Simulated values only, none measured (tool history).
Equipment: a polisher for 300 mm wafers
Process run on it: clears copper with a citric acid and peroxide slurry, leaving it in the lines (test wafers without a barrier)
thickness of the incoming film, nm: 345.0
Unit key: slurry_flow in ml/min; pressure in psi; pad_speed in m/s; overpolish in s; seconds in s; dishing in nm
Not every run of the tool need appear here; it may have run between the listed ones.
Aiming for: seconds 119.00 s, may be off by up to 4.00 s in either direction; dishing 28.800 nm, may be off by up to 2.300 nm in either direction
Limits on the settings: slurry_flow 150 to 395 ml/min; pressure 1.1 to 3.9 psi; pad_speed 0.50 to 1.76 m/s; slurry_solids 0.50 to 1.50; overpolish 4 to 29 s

| run | hour | slurry_flow | pressure | pad_speed | slurry_solids | overpolish | seconds | dishing |
|---|---|---|---|---|---|---|---|---|
| 1 | 0.0 | 250 | 2.5 | 1.12 | 1.00 | 15 | 193.93 | 20.370 |
| 2 | 2.2 | 250 | 3.1 | 1.12 | 1.00 | 15 | 156.32 | 25.276 |
| 3 | 4.7 | 255 | 3.3 | 1.12 | 1.00 | 14 | 146.50 | 25.712 |
| 4 | 6.7 | 315 | 3.3 | 1.12 | 1.00 | 14 | 145.93 | 26.239 |
| 5 | 8.5 | 295 | 3.3 | 1.12 | 1.00 | 14 | 146.39 | 25.370 |
| 6 | 14.6 | 295 | 3.5 | 1.12 | 1.00 | 14 | 137.99 | 26.915 |
| 7 | 21.4 | 295 | 3.6 | 1.12 | 1.00 | 14 | 135.41 | 27.159 |
| 8 | 29.0 | 295 | 3.7 | 1.14 | 1.00 | 14 | 129.65 | 28.902 |

Which of these 4 next moves meets every target?
| A | 36.6 | 345 | 3.2 | 1.26 | 1.10 | 12 | ? | ? |
| B | 36.6 | 300 | 3.6 | 1.26 | 1.00 | 13 | ? | ? |
| C | 36.6 | 315 | 3.6 | 1.22 | 0.75 | 14 | ? | ? |
| D | 36.6 | 305 | 3.4 | 1.18 | 1.10 | 18 | ? | ? |

| move | seconds | dishing |
|---|---|---|
| A | 130.05 | 24.423 |
| B | 119.45 | 28.525 |
| C | 129.73 | 28.306 |
| D | 131.99 | 34.903 |
A: just as far off the targets as the last run
B: every result lands within tolerance
C: just as far off the targets as the last run
D: lands further from the targets than the last run did
The right move is B.

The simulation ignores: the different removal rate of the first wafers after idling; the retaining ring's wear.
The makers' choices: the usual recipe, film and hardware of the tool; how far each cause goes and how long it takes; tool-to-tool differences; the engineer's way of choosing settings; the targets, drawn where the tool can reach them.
